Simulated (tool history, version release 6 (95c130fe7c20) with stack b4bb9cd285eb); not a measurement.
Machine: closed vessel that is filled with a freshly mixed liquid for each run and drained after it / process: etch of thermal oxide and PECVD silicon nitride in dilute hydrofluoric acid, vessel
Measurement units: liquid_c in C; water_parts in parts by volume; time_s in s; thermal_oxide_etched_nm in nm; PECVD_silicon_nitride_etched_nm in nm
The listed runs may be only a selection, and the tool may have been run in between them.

run  hour  liquid_c  water_parts  time_s  thermal_oxide_etched_nm  PECVD_silicon_nitride_etched_nm
  1     0        25          135     925                   34.395                           34.189
  2   7.3      22.5          150     875                   26.258                           24.681
  3  12.7      24.5          150     875                   28.744                           28.073
  4  13.7      24.5          150     620                   20.225                           19.993
  5  14.7      24.5          150     785                   26.225                           25.124
  6    17      24.5          150     975                   32.028                           31.144
  7  23.1      22.5          170     970                   25.348                           24.166
  8  30.4      22.5          170     970                   25.393                           24.332
  9  37.2      18.5          210     775                   13.349                           12.116
 10  43.1        18          205     735                   12.973                           11.393
 11  45.7        18          205     735                   13.094                           11.336

Expected results for the next run?
 12  49.7        17          185     625                        ?                                ?

{"run 12": {"thermal_oxide_etched_nm": 12, "PECVD_silicon_nitride_etched_nm": 9.9482}}

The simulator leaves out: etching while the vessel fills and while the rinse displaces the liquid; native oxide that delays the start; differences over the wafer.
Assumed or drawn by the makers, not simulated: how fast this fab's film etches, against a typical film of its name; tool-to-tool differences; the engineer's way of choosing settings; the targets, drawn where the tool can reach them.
